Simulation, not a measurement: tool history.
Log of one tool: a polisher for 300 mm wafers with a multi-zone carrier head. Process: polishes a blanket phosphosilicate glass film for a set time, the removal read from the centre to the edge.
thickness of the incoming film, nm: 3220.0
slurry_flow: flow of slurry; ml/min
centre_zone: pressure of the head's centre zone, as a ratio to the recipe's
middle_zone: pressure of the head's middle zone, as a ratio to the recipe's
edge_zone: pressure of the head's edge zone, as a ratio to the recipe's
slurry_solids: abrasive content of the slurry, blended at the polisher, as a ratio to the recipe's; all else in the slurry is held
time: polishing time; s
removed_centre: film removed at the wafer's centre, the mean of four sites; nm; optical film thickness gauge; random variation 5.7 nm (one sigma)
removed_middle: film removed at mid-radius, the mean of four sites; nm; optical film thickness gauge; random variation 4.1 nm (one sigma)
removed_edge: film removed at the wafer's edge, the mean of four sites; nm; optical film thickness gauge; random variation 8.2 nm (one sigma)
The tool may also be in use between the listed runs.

run,hour,slurry_flow,centre_zone,middle_zone,edge_zone,slurry_solids,time,removed_centre,removed_middle,removed_edge
1,0,250,1,1,1,1,41,386.98,374.1,391.68
2,7.6,250,1,1,1,1.2,41,423.43,405.97,420.01
3,9.6,250,1,1.06,1,1.2,41,417.68,430.6,440.44
4,13.4,250,1,1.06,0.93,1.2,41,415,425.77,418.81
5,19.3,250,1,1.07,0.96,1.2,41,416.24,426.53,418.67
6,19.9,310,1,1.07,0.96,1.2,41,424.43,434.72,410.03
7,28.3,295,1,1.08,0.98,1.25,41,438.67,443.61,433.07
8,29.8,270,0.9,1.18,1.08,1.5,41,406.79,520.92,495.47

Run 9 comes next. What will it give?
9,37.1,265,0.9,1.17,1.09,1.5,41,?,?,?

Run 9 gave removed_centre 406.35 nm, removed_middle 502.05 nm, removed_edge 496.35 nm.
